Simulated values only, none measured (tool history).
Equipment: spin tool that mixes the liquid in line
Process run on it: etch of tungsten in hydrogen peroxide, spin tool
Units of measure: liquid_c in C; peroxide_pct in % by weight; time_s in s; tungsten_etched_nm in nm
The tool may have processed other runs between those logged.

{"run": 1, "hour": 0.0, "liquid_c": 52.0, "peroxide_pct": 22.5, "time_s": 15, "tungsten_etched_nm": 22.398}
{"run": 2, "hour": 6.6, "liquid_c": 54.0, "peroxide_pct": 22.5, "time_s": 15, "tungsten_etched_nm": 25.608}
{"run": 3, "hour": 10.4, "liquid_c": 59.0, "peroxide_pct": 22.5, "time_s": 15, "tungsten_etched_nm": 34.652}
{"run": 4, "hour": 19.3, "liquid_c": 65.5, "peroxide_pct": 22.5, "time_s": 15, "tungsten_etched_nm": 49.517}
{"run": 5, "hour": 20.7, "liquid_c": 63.0, "peroxide_pct": 22.5, "time_s": 15, "tungsten_etched_nm": 43.141}
{"run": 6, "hour": 27.1, "liquid_c": 61.5, "peroxide_pct": 22.5, "time_s": 15, "tungsten_etched_nm": 39.577}
{"run": 7, "hour": 35.9, "liquid_c": 60.5, "peroxide_pct": 22.5, "time_s": 15, "tungsten_etched_nm": 37.415}

Forecast run 8:
{"run": 8, "hour": 39.8, "liquid_c": 60.0, "peroxide_pct": 22.5, "time_s": 15, "tungsten_etched_nm": "?"}

tungsten_etched_nm: 36.583 nm
